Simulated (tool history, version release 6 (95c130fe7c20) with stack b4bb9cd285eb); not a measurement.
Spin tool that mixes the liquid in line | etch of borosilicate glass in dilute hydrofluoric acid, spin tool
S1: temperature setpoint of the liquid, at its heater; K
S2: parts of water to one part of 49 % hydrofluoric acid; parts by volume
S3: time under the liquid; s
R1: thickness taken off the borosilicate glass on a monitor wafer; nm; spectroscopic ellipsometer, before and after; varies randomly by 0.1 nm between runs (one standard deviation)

run 1 day=0 | S1=298.15 S2=160 S3=230 | R1=30.884
run 2 day=0.288 | S1=298.15 S2=160 S3=230 | R1=30.522
run 3 day=0.45 | S1=296.15 S2=175 S3=230 | R1=25.428
run 4 day=0.571 | S1=294.65 S2=185 S3=230 | R1=22.412
run 5 day=0.938 | S1=294.65 S2=160 S3=230 | R1=26.337
run 6 day=1.021 | S1=293.65 S2=175 S3=230 | R1=23.18

Predict the results of run 7:
run 7 day=1.133 | S1=292.65 S2=185 S3=230 | R1=?

For run 7 the tool returned R1 20.674 nm.

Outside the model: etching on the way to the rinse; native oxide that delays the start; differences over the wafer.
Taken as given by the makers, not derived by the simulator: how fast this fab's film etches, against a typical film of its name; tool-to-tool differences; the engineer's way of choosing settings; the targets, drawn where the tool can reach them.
